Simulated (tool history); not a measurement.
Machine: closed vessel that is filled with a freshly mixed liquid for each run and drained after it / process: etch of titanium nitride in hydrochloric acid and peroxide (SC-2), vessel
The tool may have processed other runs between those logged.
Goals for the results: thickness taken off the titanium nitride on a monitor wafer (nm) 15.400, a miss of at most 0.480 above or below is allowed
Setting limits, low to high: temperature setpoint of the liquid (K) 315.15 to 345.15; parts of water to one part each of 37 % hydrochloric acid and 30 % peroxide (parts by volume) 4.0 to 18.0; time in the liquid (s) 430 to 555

run	day	temperature setpoint of the liquid (K)	parts of water to one part each of 37 % hydrochloric acid and 30 % peroxide (parts by volume)	time in the liquid (s)	thickness taken off the titanium nitride on a monitor wafer (nm)
1	0.000	331.15	10.0	555	29.686
2	0.329	331.15	10.0	555	29.514
3	0.517	327.65	10.0	555	23.100
4	0.596	327.65	10.0	555	23.324
5	0.671	327.65	10.0	430	18.411
6	1.012	327.65	10.0	555	23.178
7	1.262	325.65	10.0	555	20.861
8	1.292	324.15	10.0	555	18.583
9	1.550	323.15	10.0	555	17.526
10	1.792	322.65	10.0	555	16.702
11	2.096	322.15	10.0	555	16.283

Which single option among these 5 for the next run brings every result within its allowed miss of target? Just one does.
A	2.400	327.15	11.0	475	?
B	2.400	316.65	5.5	535	?
C	2.400	320.15	9.0	510	?
D	2.400	321.15	9.0	515	?
E	2.400	325.65	11.5	530	?

move	thickness taken off the titanium nitride on a monitor wafer (nm)
A	18.014
B	17.364
C	14.353
D	15.509
E	17.548
A: lands further from the targets than the last run did
B: lands further from the targets than the last run did
C: takes the biggest miss from the last run beyond its target
D: all results in spec
E: lands further from the targets than the last run did
The move that meets every target is D.

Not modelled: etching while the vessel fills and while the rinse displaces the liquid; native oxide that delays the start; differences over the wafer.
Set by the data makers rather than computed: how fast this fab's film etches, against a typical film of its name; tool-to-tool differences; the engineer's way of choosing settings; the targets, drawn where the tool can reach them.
